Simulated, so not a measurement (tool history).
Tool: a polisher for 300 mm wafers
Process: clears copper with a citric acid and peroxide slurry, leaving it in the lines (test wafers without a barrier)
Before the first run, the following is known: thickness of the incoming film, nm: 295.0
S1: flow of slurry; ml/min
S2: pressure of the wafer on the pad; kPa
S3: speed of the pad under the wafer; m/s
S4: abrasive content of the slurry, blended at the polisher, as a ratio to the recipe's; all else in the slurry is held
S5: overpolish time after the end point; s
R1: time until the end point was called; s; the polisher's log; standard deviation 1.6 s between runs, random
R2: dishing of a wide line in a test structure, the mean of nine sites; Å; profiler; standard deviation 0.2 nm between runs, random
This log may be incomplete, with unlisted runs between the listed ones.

{"run": 1, "day": 0.0, "S1": 265, "S2": 27.6, "S3": 1.38, "S4": 1.0, "S5": 15, "R1": 54.107, "R2": 465.93}
{"run": 2, "day": 0.071, "S1": 265, "S2": 25.5, "S3": 1.28, "S4": 1.0, "S5": 14, "R1": 62.086, "R2": 406.26}
{"run": 3, "day": 0.329, "S1": 265, "S2": 25.5, "S3": 1.28, "S4": 1.0, "S5": 19, "R1": 63.964, "R2": 507.55}
{"run": 4, "day": 0.354, "S1": 265, "S2": 31.0, "S3": 1.28, "S4": 1.0, "S5": 19, "R1": 52.284, "R2": 581.54}
{"run": 5, "day": 0.425, "S1": 265, "S2": 26.9, "S3": 1.28, "S4": 1.0, "S5": 19, "R1": 60.236, "R2": 526.3}
{"run": 6, "day": 0.721, "S1": 215, "S2": 26.9, "S3": 1.28, "S4": 1.0, "S5": 19, "R1": 61.983, "R2": 518.78}
{"run": 7, "day": 0.783, "S1": 215, "S2": 25.5, "S3": 1.16, "S4": 1.0, "S5": 17, "R1": 71.989, "R2": 428.55}
{"run": 8, "day": 1.121, "S1": 220, "S2": 24.1, "S3": 1.08, "S4": 1.0, "S5": 15, "R1": 77.95, "R2": 347.05}
{"run": 9, "day": 1.183, "S1": 220, "S2": 24.1, "S3": 1.08, "S4": 1.0, "S5": 15, "R1": 78.799, "R2": 348.53}
{"run": 10, "day": 1.292, "S1": 230, "S2": 22.8, "S3": 1.02, "S4": 1.0, "S5": 14, "R1": 86.803, "R2": 298.9}

Estimate the outcome of run 11 from the log above:
{"run": 11, "day": 1.654, "S1": 235, "S2": 15.2, "S3": 0.88, "S4": 1.0, "S5": 10, "R1": "?", "R2": "?"}

Run 11 measured R1 134.240 s, R2 146.26 Å.
